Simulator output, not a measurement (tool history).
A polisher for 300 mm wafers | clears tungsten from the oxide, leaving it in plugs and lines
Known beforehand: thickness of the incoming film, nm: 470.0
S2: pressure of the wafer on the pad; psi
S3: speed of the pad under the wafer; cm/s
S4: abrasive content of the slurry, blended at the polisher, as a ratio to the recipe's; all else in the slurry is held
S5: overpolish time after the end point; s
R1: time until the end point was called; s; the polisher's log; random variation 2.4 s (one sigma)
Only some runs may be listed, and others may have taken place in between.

{"run": 1, "hour": 0.0, "flow of slurry (ml/min)": 130, "S2": 2.5, "S3": 116, "S4": 1.0, "S5": 5, "R1": 136.38}
{"run": 2, "hour": 8.7, "flow of slurry (ml/min)": 130, "S2": 2.5, "S3": 116, "S4": 1.0, "S5": 5, "R1": 138.5}
{"run": 3, "hour": 16.3, "flow of slurry (ml/min)": 130, "S2": 2.9, "S3": 116, "S4": 1.0, "S5": 5, "R1": 116.25}
{"run": 4, "hour": 20.4, "flow of slurry (ml/min)": 130, "S2": 2.9, "S3": 116, "S4": 1.0, "S5": 5, "R1": 116.22}
{"run": 5, "hour": 21.4, "flow of slurry (ml/min)": 130, "S2": 2.9, "S3": 116, "S4": 0.8, "S5": 5, "R1": 125.33}
{"run": 6, "hour": 30.4, "flow of slurry (ml/min)": 130, "S2": 2.9, "S3": 116, "S4": 1.0, "S5": 5, "R1": 117.57}
{"run": 7, "hour": 32.6, "flow of slurry (ml/min)": 125, "S2": 2.5, "S3": 112, "S4": 1.0, "S5": 5, "R1": 141.57}
{"run": 8, "hour": 38.2, "flow of slurry (ml/min)": 125, "S2": 2.2, "S3": 108, "S4": 1.0, "S5": 5, "R1": 165.46}
{"run": 9, "hour": 45.6, "flow of slurry (ml/min)": 120, "S2": 1.9, "S3": 104, "S4": 1.0, "S5": 5, "R1": 199.45}
{"run": 10, "hour": 46.7, "flow of slurry (ml/min)": 115, "S2": 1.7, "S3": 104, "S4": 1.0, "S5": 5, "R1": 222.11}
{"run": 11, "hour": 52.8, "flow of slurry (ml/min)": 110, "S2": 1.6, "S3": 104, "S4": 1.0, "S5": 5, "R1": 242.0}
{"run": 12, "hour": 53.6, "flow of slurry (ml/min)": 105, "S2": 1.6, "S3": 104, "S4": 1.0, "S5": 5, "R1": 240.14}
{"run": 13, "hour": 57.9, "flow of slurry (ml/min)": 100, "S2": 1.5, "S3": 104, "S4": 1.0, "S5": 5, "R1": 256.33}
{"run": 14, "hour": 58.5, "flow of slurry (ml/min)": 95, "S2": 1.5, "S3": 104, "S4": 1.0, "S5": 5, "R1": 260.76}

Run 15 comes next. What will it give?
{"run": 15, "hour": 59.2, "flow of slurry (ml/min)": 90, "S2": 1.5, "S3": 104, "S4": 1.0, "S5": 5, "R1": "?"}

{"run 15": {"R1": 263.04}}
